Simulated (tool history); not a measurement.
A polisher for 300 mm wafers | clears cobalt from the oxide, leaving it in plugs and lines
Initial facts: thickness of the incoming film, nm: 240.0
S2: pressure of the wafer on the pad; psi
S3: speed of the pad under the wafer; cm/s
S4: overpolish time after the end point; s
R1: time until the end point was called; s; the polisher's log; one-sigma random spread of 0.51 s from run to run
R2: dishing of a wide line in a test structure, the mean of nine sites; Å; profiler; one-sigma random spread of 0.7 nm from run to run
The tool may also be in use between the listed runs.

{"run": 1, "day": 0.0, "flow of slurry (ml/min)": 230, "S2": 1.9, "S3": 114, "S4": 9, "R1": 57.447, "R2": 322.35}
{"run": 2, "day": 0.088, "flow of slurry (ml/min)": 230, "S2": 2.1, "S3": 114, "S4": 8, "R1": 53.19, "R2": 319.6}
{"run": 3, "day": 0.396, "flow of slurry (ml/min)": 230, "S2": 2.3, "S3": 116, "S4": 7, "R1": 47.527, "R2": 300.92}
{"run": 4, "day": 0.521, "flow of slurry (ml/min)": 230, "S2": 2.7, "S3": 116, "S4": 7, "R1": 40.792, "R2": 363.07}
{"run": 5, "day": 0.821, "flow of slurry (ml/min)": 230, "S2": 2.7, "S3": 98, "S4": 7, "R1": 47.298, "R2": 312.81}
{"run": 6, "day": 1.171, "flow of slurry (ml/min)": 230, "S2": 2.7, "S3": 98, "S4": 5, "R1": 48.706, "R2": 239.15}
{"run": 7, "day": 1.196, "flow of slurry (ml/min)": 230, "S2": 2.7, "S3": 98, "S4": 5, "R1": 47.796, "R2": 236.94}

Run 8 comes next. What will it give?
{"run": 8, "day": 1.571, "flow of slurry (ml/min)": 230, "S2": 2.8, "S3": 100, "S4": 5, "R1": "?", "R2": "?"}

{"run 8": {"R1": 45.05, "R2": 244.96}}

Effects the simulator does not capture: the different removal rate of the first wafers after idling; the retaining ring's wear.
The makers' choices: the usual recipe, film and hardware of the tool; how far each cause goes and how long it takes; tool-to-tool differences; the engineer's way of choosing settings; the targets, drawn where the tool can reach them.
